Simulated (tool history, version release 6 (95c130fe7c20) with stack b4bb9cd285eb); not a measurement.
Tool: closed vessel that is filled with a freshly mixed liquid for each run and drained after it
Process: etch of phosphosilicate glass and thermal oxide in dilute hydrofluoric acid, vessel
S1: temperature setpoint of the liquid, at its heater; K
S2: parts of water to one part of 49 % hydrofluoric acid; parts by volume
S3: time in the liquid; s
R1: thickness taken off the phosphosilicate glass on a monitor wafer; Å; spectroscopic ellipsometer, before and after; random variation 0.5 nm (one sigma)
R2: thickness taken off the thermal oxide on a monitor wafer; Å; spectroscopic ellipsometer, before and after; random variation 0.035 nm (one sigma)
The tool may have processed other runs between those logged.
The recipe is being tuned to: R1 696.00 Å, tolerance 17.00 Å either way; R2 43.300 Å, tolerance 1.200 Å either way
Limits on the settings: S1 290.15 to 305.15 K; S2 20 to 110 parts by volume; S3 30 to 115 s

run 1 day=0.000 | S1=297.15 S2=60 S3=60 | R1=900.35 R2=55.799
run 2 day=0.071 | S1=295.15 S2=60 S3=60 | R1=824.30 R2=51.103
run 3 day=0.225 | S1=294.15 S2=60 S3=60 | R1=799.57 R2=48.760
run 4 day=0.450 | S1=294.15 S2=60 S3=70 | R1=927.45 R2=56.970
run 5 day=0.512 | S1=293.15 S2=60 S3=70 | R1=884.97 R2=55.859
run 6 day=0.725 | S1=293.15 S2=60 S3=80 | R1=1007.20 R2=63.589
run 7 day=1.012 | S1=292.15 S2=65 S3=80 | R1=890.55 R2=55.237
run 8 day=1.329 | S1=291.65 S2=65 S3=80 | R1=870.60 R2=54.493
run 9 day=1.512 | S1=291.15 S2=70 S3=80 | R1=789.49 R2=48.596
run 10 day=1.779 | S1=290.65 S2=70 S3=80 | R1=783.43 R2=47.851
run 11 day=2.058 | S1=290.65 S2=75 S3=80 | R1=715.22 R2=44.509

4 next moves are on the table. One of them brings every result within its allowed miss. Which?
run A day=2.338 | S1=292.65 S2=85 S3=85 | R1=? R2=?
run B day=2.338 | S1=294.65 S2=85 S3=80 | R1=? R2=?
run C day=2.338 | S1=290.15 S2=75 S3=80 | R1=? R2=?
run D day=2.338 | S1=291.65 S2=80 S3=85 | R1=? R2=?

move=A R1=723.06 R2=44.129
move=B R1=739.13 R2=45.109
move=C R1=701.68 R2=42.824
move=D R1=740.87 R2=45.215
A: the biggest miss grows against the last run
B: the biggest miss grows against the last run
C: meets every target
D: the biggest miss grows against the last run
Move C is the one to make.

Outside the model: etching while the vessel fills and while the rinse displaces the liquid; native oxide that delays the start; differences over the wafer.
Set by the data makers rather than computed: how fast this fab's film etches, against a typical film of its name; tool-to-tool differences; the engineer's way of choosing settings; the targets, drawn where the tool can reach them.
